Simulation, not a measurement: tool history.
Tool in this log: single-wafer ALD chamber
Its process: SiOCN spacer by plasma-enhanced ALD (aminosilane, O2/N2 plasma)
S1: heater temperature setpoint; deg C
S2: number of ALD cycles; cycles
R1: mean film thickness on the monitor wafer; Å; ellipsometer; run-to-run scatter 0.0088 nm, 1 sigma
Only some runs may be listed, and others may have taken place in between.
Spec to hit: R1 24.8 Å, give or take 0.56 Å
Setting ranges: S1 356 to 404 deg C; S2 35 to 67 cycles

run	day	S1	S2	R1
1	0	380	51	32.339
2	0.304	380	48	30.599
3	0.438	380	53	33.937
4	0.471	380	50	31.742
5	0.742	380	46	29.195
6	0.933	380	45	28.613
7	1.258	380	37	23.451
8	1.529	380	38	24.116

5 candidate next runs follow, results not yet known. Just one meets every target within its allowed miss. Identify it.
A	1.8	388	37	?
B	1.8	378	39	?
C	1.8	376	36	?
D	1.8	385	37	?
E	1.8	380	37	?

move	R1
A	23.391
B	24.656
C	22.759
D	23.391
E	23.391
A: moves away from the targets compared with the last run
B: hits every target within its allowed miss
C: moves away from the targets compared with the last run
D: moves away from the targets compared with the last run
E: moves away from the targets compared with the last run
The right move is B.
